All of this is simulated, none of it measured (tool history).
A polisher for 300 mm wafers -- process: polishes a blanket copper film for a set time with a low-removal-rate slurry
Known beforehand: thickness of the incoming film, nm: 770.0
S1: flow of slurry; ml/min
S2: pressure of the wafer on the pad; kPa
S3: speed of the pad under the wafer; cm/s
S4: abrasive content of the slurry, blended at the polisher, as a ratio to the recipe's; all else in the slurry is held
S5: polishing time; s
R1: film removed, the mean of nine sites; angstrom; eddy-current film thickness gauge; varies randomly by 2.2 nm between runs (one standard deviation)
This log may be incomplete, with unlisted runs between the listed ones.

run,hour,S1,S2,S3,S4,S5,R1
1,0,130,24.1,130,1,76,2926.3
2,7.7,130,24.1,130,1.1,76,2997.4
3,14.2,160,24.1,130,1.1,76,3109.1
4,18.2,155,22.8,130,1.1,76,2903.3
5,21.6,150,22.1,130,1.1,76,2782.2
6,27,145,21.4,130,1.1,76,2730.3
7,32.5,145,20.7,130,1.1,76,2608.3

Expected results for the next run?
8,37,140,20,130,1.1,76,?

R1: 2534.9 angstrom

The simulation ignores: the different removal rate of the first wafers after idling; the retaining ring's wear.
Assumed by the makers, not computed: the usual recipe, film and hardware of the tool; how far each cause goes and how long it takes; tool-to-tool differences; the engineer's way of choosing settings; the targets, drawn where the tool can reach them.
